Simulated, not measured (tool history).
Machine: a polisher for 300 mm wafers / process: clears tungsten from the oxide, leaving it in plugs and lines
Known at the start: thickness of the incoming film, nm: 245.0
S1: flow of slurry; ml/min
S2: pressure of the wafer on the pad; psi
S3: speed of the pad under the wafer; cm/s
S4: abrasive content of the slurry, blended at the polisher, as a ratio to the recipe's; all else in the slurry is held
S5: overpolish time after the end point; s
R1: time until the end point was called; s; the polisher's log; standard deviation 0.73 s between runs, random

run  hour   S1   S2  S3    S4  S5      R1
  1   0.0  270  2.3  88  1.00  17  82.187
  2   9.0  325  2.3  88  1.00  17  82.585
  3  13.5  325  2.4  88  1.00  17  79.546
  4  14.2  325  2.2  88  1.00  17  85.735
  5  23.1  325  2.2  88  0.85  17  92.075
  6  24.2  325  2.8  88  0.85  17  73.009
  7  27.9  325  2.9  88  0.85  17  70.633

For run 8, what comes out?
  8  33.2  325  2.9  88  0.85  17   ?

Run 8 came out at R1 68.765 s.
